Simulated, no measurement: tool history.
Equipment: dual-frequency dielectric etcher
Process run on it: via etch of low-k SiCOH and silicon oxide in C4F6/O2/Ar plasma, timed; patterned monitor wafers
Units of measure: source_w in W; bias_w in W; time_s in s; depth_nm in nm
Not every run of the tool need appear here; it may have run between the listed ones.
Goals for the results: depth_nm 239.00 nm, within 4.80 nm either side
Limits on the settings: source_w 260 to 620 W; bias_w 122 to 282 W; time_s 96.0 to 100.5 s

| run | hour | source_w | bias_w | time_s | depth_nm |
|---|---|---|---|---|---|
| 1 | 0.0 | 440 | 202 | 96.0 | 268.15 |
| 2 | 2.8 | 400 | 202 | 96.0 | 258.71 |
| 3 | 4.3 | 380 | 200 | 96.0 | 256.46 |
| 4 | 9.9 | 380 | 217 | 96.0 | 263.71 |
| 5 | 16.0 | 350 | 213 | 96.0 | 257.21 |
| 6 | 24.8 | 350 | 230 | 96.0 | 263.98 |
| 7 | 32.0 | 330 | 223 | 96.0 | 256.45 |
| 8 | 40.5 | 310 | 219 | 96.0 | 252.09 |
| 9 | 46.1 | 300 | 215 | 96.0 | 246.54 |

Which one of the following 4 next-run settings gets every result inside its allowed miss? There is exactly one.
| A | 51.7 | 320 | 223 | 97.5 | ? |
| B | 51.7 | 350 | 192 | 100.0 | ? |
| C | 51.7 | 310 | 218 | 98.5 | ? |
| D | 51.7 | 270 | 199 | 97.5 | ? |

| move | depth_nm |
|---|---|
| A | 258.64 |
| B | 258.51 |
| C | 257.28 |
| D | 238.94 |
A: further off than the last run
B: further off than the last run
C: further off than the last run
D: all results in spec
Answer: D
